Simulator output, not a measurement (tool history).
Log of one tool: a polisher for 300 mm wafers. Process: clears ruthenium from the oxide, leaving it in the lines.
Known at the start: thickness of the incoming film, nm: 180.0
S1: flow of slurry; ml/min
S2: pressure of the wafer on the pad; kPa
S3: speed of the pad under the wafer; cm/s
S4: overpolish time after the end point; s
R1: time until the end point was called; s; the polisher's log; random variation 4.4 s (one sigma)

| run | day | S1 | S2 | S3 | S4 | R1 |
|---|---|---|---|---|---|---|
| 1 | 0 | 185 | 18.6 | 78 | 46 | 161.13 |
| 2 | 0.162 | 185 | 16.5 | 76 | 46 | 186.15 |
| 3 | 0.271 | 185 | 17.9 | 76 | 46 | 170.07 |
| 4 | 0.521 | 185 | 17.9 | 96 | 46 | 145.43 |
| 5 | 0.675 | 150 | 17.9 | 96 | 46 | 151.57 |
| 6 | 0.825 | 150 | 17.9 | 96 | 46 | 149.41 |
| 7 | 0.892 | 150 | 15.9 | 94 | 46 | 161.48 |
| 8 | 0.933 | 150 | 14.5 | 88 | 46 | 183.19 |

The next listed run, before its measurement:
| 9 | 1.017 | 150 | 13.1 | 86 | 46 | ? |

R1: 193.96 s

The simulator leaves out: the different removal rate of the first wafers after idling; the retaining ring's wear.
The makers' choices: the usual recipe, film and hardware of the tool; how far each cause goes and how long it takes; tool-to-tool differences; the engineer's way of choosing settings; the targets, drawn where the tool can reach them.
